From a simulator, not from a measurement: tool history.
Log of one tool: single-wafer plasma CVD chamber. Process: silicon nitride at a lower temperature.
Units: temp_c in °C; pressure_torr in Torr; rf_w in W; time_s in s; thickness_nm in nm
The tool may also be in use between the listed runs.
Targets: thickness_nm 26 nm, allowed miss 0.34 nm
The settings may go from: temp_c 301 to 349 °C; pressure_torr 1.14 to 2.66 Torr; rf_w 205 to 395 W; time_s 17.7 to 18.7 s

run 1 hour=0 | temp_c=325 pressure_torr=1.9 rf_w=300 time_s=18.7 | thickness_nm=23.108
run 2 hour=4.3 | temp_c=325 pressure_torr=1.9 rf_w=270 time_s=18.7 | thickness_nm=21.513
run 3 hour=7.2 | temp_c=325 pressure_torr=2.13 rf_w=285 time_s=18.7 | thickness_nm=22.941
run 4 hour=9.3 | temp_c=325 pressure_torr=2.28 rf_w=295 time_s=18.7 | thickness_nm=24.031
run 5 hour=12.5 | temp_c=325 pressure_torr=2.28 rf_w=260 time_s=18.7 | thickness_nm=22.003
run 6 hour=18.7 | temp_c=325 pressure_torr=2.4 rf_w=275 time_s=18.7 | thickness_nm=23.189
run 7 hour=26.9 | temp_c=325 pressure_torr=2.48 rf_w=285 time_s=18.7 | thickness_nm=23.907
run 8 hour=35.7 | temp_c=325 pressure_torr=2.53 rf_w=295 time_s=18.7 | thickness_nm=24.686
run 9 hour=44.6 | temp_c=325 pressure_torr=2.57 rf_w=300 time_s=18.7 | thickness_nm=24.895
run 10 hour=45.2 | temp_c=325 pressure_torr=2.57 rf_w=300 time_s=18.7 | thickness_nm=25.198
run 11 hour=52 | temp_c=325 pressure_torr=2.6 rf_w=305 time_s=18.7 | thickness_nm=25.462
run 12 hour=57.5 | temp_c=325 pressure_torr=2.62 rf_w=305 time_s=18.7 | thickness_nm=25.329

4 next moves are on the table. One of them brings every result within its allowed miss. Which?
run A hour=63 | temp_c=325 pressure_torr=2.65 rf_w=285 time_s=18.5 | thickness_nm=?
run B hour=63 | temp_c=326 pressure_torr=2.48 rf_w=300 time_s=18.4 | thickness_nm=?
run C hour=63 | temp_c=328 pressure_torr=2.64 rf_w=305 time_s=18 | thickness_nm=?
run D hour=63 | temp_c=324 pressure_torr=2.39 rf_w=325 time_s=18.7 | thickness_nm=?

move=A thickness_nm=23.99
move=B thickness_nm=24.302
move=C thickness_nm=24.381
move=D thickness_nm=25.811
A: further off than the last run
B: further off than the last run
C: further off than the last run
D: meets every target
Move D is the one to make.
